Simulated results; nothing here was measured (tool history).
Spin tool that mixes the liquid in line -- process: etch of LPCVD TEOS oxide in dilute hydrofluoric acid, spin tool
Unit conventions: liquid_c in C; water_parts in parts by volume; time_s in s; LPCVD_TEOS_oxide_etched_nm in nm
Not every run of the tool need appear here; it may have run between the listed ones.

run  hour  liquid_c  water_parts  time_s  LPCVD_TEOS_oxide_etched_nm
  1     0        20          200     105                      23.616
  2   1.6      21.5          200     105                      24.605
  3   6.5      21.5          200     115                      27.331
  4  12.6      22.5          200     115                      27.671
     16.3  -- hydrofluoric acid flow meter replaced
  5  16.3      24.5          200     115                      26.903
  6    17      24.5          200     105                      24.161

Run 7, settings as shown, results not yet in. Your forecast:
  7  22.7        28          165     105                           ?

LPCVD_TEOS_oxide_etched_nm: 34.661 nm

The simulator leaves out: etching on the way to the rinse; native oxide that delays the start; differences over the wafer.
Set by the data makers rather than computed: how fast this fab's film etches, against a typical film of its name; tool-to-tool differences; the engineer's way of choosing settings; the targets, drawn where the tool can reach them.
